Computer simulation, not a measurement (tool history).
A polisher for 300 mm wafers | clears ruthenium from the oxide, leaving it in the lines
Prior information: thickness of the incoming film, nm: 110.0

| run | hour | flow of slurry (ml/min) | pressure of the wafer on the pad (psi) | speed of the pad under the wafer (m/s) | overpolish time after the end point (s) | time until the end point was called (s) |
|---|---|---|---|---|---|---|
| 1 | 0.0 | 125 | 1.6 | 1.28 | 12 | 112.890 |
| 2 | 8.3 | 145 | 1.6 | 1.28 | 12 | 107.740 |
| 3 | 13.0 | 145 | 1.8 | 1.28 | 12 | 96.156 |
| 4 | 14.7 | 145 | 1.8 | 1.28 | 9 | 94.179 |
| 5 | 18.4 | 145 | 1.8 | 1.04 | 9 | 105.830 |
| 6 | 27.3 | 140 | 1.7 | 1.04 | 9 | 111.160 |
| 7 | 36.0 | 140 | 1.6 | 1.02 | 9 | 125.410 |
| 8 | 38.8 | 140 | 1.5 | 1.02 | 9 | 128.180 |

Run 9 comes next. What will it give?
| 9 | 46.4 | 135 | 1.4 | 1.02 | 9 | ? |

time until the end point was called (s): 143.120
